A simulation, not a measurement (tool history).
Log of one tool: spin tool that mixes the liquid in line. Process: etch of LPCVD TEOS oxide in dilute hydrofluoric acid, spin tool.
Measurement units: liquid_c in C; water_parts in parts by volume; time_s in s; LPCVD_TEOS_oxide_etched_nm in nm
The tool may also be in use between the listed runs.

run    day  liquid_c  water_parts  time_s  LPCVD_TEOS_oxide_etched_nm
  1  0.000      23.0          225      75                      9.7256
  2  0.096      19.5          225      75                      8.6381
  3  0.396      18.0          225      75                      8.1359
  4  0.575      21.0          205      75                     10.2790
  5  0.912      23.5          190      75                     12.3110
  6  1.179      23.5          190      55                      9.0733
  7  1.500      25.0          155      55                     12.1540

Run 8 comes next. What will it give?
  8  1.521      26.5          140      55                           ?

LPCVD_TEOS_oxide_etched_nm: 14.4430 nm

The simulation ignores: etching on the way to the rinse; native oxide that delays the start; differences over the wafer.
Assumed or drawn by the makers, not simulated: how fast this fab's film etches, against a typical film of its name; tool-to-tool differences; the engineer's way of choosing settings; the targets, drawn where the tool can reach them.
